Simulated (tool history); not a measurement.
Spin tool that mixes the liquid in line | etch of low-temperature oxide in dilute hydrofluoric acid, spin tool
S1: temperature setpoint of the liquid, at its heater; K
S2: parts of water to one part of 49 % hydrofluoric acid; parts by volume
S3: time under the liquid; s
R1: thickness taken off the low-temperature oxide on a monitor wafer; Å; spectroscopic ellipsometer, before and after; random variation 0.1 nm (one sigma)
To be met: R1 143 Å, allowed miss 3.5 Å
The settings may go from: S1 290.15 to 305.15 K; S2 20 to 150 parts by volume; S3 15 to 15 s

| run | hour | S1 | S2 | S3 | R1 |
|---|---|---|---|---|---|
| 1 | 0 | 297.15 | 85 | 15 | 68.575 |
| 2 | 6.1 | 298.15 | 80 | 15 | 75.357 |
| 3 | 13 | 298.15 | 60 | 15 | 103.45 |
| 4 | 19.6 | 299.15 | 60 | 15 | 108.11 |
| 5 | 21.6 | 299.15 | 85 | 15 | 74.172 |
| 6 | 27.4 | 299.15 | 85 | 15 | 73.233 |
| 7 | 34.3 | 300.15 | 80 | 15 | 81.974 |
| 8 | 36.4 | 304.15 | 50 | 15 | 160.86 |
| 9 | 44.2 | 303.65 | 50 | 15 | 157.93 |
| 10 | 52.8 | 303.15 | 50 | 15 | 154.82 |
| 11 | 56.1 | 302.15 | 50 | 15 | 147.95 |

5 next moves are on the table. One of them brings every result within its allowed miss. Which?
| A | 59.4 | 302.65 | 55 | 15 | ? |
| B | 59.4 | 305.15 | 60 | 15 | ? |
| C | 59.4 | 299.65 | 45 | 15 | ? |
| D | 59.4 | 298.65 | 45 | 15 | ? |
| E | 59.4 | 302.15 | 55 | 15 | ? |

| move | R1 |
|---|---|
| A | 137.26 |
| B | 137.54 |
| C | 151.04 |
| D | 145.02 |
| E | 134.59 |
A: takes the result that was furthest off past its target
B: takes the result that was furthest off past its target
C: further off than the last run
D: meets every target
E: takes the result that was furthest off past its target
Move D is the one to make.

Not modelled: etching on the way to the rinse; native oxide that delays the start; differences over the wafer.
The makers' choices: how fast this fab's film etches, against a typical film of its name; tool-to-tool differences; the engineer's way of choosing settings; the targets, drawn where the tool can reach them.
